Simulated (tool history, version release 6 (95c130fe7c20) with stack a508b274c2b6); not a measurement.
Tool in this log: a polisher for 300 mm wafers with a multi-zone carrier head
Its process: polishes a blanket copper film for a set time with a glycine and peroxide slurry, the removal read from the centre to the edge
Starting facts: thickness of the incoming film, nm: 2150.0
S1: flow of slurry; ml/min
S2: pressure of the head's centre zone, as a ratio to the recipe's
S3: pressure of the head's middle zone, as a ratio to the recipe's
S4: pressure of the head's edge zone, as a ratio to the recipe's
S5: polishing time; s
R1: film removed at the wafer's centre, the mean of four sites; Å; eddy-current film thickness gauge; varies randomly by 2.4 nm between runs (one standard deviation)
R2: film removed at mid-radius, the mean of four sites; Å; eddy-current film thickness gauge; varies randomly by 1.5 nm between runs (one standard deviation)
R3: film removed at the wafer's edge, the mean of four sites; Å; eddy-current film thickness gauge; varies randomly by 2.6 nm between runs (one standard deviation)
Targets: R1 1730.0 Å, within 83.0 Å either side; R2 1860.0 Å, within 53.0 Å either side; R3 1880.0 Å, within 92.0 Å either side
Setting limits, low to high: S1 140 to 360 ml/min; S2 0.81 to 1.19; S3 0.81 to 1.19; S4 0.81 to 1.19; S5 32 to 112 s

run  hour   S1    S2    S3    S4  S5      R1      R2      R3
  1   0.0  230  1.00  1.00  1.00  72  2717.5  2607.8  2773.8
  2   4.2  230  1.00  1.00  0.91  72  2741.3  2591.4  2547.8
  3  11.4  230  1.00  1.04  0.91  72  2762.5  2702.3  2642.7
  4  16.1  230  1.08  1.04  0.91  72  2978.7  2639.0  2671.6
  5  19.5  220  1.02  1.01  0.92  68  2643.9  2447.9  2420.3
  6  24.0  215  0.98  0.98  0.94  65  2443.8  2262.8  2331.2
  7  24.7  215  0.94  0.98  0.94  62  2167.4  2203.5  2275.3
  8  30.8  205  0.90  0.95  0.84  49  1645.7  1666.1  1703.7
  9  37.3  220  0.90  0.96  0.86  49  1679.8  1688.8  1713.1
 10  40.3  220  0.90  0.97  0.88  49  1649.3  1723.9  1741.4
 11  46.2  220  0.91  0.98  0.90  49  1673.5  1745.5  1750.3
 12  52.9  220  0.91  0.98  0.92  49  1745.8  1732.1  1802.7
 13  53.7  220  0.90  0.99  0.93  49  1649.5  1745.9  1735.4

Next run, 5 choices. One meets every target within its allowed miss, the rest don't. Which?
  A  54.5  155  0.98  1.19  0.97  43   ?   ?   ?
  B  54.5  185  0.95  0.88  1.00  51   ?   ?   ?
  C  54.5  265  0.86  0.98  0.91  51   ?   ?   ?
  D  54.5  150  1.03  1.16  0.88  42   ?   ?   ?
  E  54.5  185  0.83  0.87  1.02  51   ?   ?   ?

move      R1      R2      R3
   A  1488.0  1692.0  1536.7
   B  1763.5  1600.4  1897.0
   C  1680.6  1834.8  1875.6
   D  1517.7  1606.7  1429.1
   E  1538.8  1586.3  1915.6
A: further off than the last run
B: further off than the last run
C: in spec on every target
D: further off than the last run
E: further off than the last run
The right move is C.

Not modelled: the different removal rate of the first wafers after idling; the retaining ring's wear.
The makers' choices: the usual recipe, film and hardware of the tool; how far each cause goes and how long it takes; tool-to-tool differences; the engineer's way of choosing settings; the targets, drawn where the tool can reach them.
